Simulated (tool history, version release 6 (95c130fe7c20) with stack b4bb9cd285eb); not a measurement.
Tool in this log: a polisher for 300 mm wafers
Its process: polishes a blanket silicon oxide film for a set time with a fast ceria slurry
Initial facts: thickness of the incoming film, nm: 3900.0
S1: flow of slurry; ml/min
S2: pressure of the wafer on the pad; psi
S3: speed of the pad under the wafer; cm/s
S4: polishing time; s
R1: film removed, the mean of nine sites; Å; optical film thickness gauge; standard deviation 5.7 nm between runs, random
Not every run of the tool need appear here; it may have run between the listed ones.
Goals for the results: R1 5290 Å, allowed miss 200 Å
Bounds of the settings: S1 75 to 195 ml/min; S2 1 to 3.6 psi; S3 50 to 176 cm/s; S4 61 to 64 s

run  hour   S1   S2   S3  S4      R1
  1     0  125  2.3  112  61  9141.6
  2   5.5  125  2.3  128  61   10451
  3  14.4  125  2.3  128  64   10982
  4  22.7  105  2.3  128  64   10445
  5    26  100    2  126  64  8879.8
  6  29.5   95  1.8  126  64  7892.1
  7  31.4   90  1.6  126  64  7034.3
  8  38.8   90  1.5  126  64  6719.9
  9  47.8   90  1.4  126  64  6179.8
 10  53.6   90  1.3  126  64  5740.8

Of the 5 settings listed for the next run, only one would bring every result within its allowed miss of target. Which one?
  A  59.4   95  1.3  128  64   ?
  B  59.4  105  1.4  114  64   ?
  C  59.4   85  1.4  122  63   ?
  D  59.4  110  1.1  136  61   ?
  E  59.4   90  1.3  130  64   ?

move      R1
   A  6023.6
   B  5945.7
   C  5853.8
   D  5423.6
   E  6011.1
A: further off than the last run
B: further off than the last run
C: further off than the last run
D: in spec on every target
E: further off than the last run
Answer: D
